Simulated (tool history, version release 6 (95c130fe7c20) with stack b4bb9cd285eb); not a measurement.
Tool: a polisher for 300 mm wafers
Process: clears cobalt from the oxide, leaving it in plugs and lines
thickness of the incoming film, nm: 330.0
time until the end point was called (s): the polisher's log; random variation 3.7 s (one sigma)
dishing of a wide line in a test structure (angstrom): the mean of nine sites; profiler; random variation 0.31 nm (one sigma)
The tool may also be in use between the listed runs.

run  hour  flow of slurry (ml/min)  pressure of the wafer on the pad (kPa)  speed of the pad under the wafer (m/s)  overpolish time after the end point (s)  time until the end point was called (s)  dishing of a wide line in a test structure (angstrom)
  1     0                      245                                     9.7                                     1.1                                       16                                   98.683                                                 404.73
  2   3.9                      245                                     9.7                                     1.1                                       23                                   97.806                                                 530.57
  3   7.6                      245                                     9.7                                    1.38                                       23                                   78.608                                                 600.81
  4   9.8                      240                                       9                                    1.26                                       21                                   90.361                                                 518.36
  5  15.2                      210                                       9                                    1.26                                       21                                   91.663                                                 509.65
  6  23.4                      270                                       9                                    1.26                                       21                                    90.77                                                 523.71
  7  31.4                      265                                     8.3                                    1.12                                       19                                    109.9                                                 422.52
  8  32.7                      260                                     5.5                                    0.82                                       14                                   206.69                                                 194.08

The next listed run, before its measurement:
  9    39                      260                                     5.5                                    0.82                                       15                                        ?                                                      ?

time until the end point was called (s): 201
dishing of a wide line in a test structure (angstrom): 207.13
